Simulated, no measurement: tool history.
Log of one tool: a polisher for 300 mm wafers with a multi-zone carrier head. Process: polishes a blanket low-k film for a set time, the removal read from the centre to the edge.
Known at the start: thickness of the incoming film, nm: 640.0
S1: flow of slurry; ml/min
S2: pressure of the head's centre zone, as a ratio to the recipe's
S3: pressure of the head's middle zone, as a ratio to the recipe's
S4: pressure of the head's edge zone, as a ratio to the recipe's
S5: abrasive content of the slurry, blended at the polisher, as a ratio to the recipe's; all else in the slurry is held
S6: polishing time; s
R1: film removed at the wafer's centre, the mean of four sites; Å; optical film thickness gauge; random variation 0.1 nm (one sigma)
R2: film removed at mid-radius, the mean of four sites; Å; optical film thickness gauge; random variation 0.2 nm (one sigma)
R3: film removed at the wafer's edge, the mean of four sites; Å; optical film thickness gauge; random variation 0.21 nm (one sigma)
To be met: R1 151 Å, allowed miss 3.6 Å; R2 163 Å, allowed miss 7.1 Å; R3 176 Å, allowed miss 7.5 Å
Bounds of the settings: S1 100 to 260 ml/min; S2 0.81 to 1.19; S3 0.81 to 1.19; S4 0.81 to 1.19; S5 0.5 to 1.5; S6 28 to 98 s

run,hour,S1,S2,S3,S4,S5,S6,R1,R2,R3
1,0,165,1,1,1,1,63,171.45,166.15,164.42
2,6.5,165,1,1,1,1,48,129.17,128.27,127.25
3,14.7,165,1,1,1.06,1,48,131.1,125.32,134.62
4,16.4,165,1,1,1.06,0.8,48,117.99,117.11,117.78
5,22.3,175,0.99,1.05,1.09,0.95,48,127.92,128.33,130.65
6,29.6,180,0.97,1.08,1.11,1.1,48,134.11,141.82,140.6
7,38.1,185,0.95,1.08,1.13,1.2,48,137.14,149.69,146.04
8,45.4,175,0.94,1.05,1.15,1.3,49,141.15,151.8,157.62
9,52.4,180,0.93,1.04,1.16,1.35,49,140.06,150,159.96

Which of these 4 next moves meets every target?
A,59.4,150,0.99,1.12,1.07,1.45,49,?,?,?
B,59.4,170,0.95,1.08,1.14,1.15,51,?,?,?
C,59.4,165,0.91,1.01,1.12,1.15,58,?,?,?
D,59.4,155,1.04,1.01,1.19,1.3,49,?,?,?

move,R1,R2,R3
A,148.4,161.2,158.28
B,139.21,152.39,158.38
C,150.57,162.84,177.93
D,150.75,142.61,161.47
A: brings the result that was furthest off to its target, and leaves another outside
B: further off than the last run
C: meets every target
D: brings the result that was furthest off to its target, and leaves another outside
The right move is C.
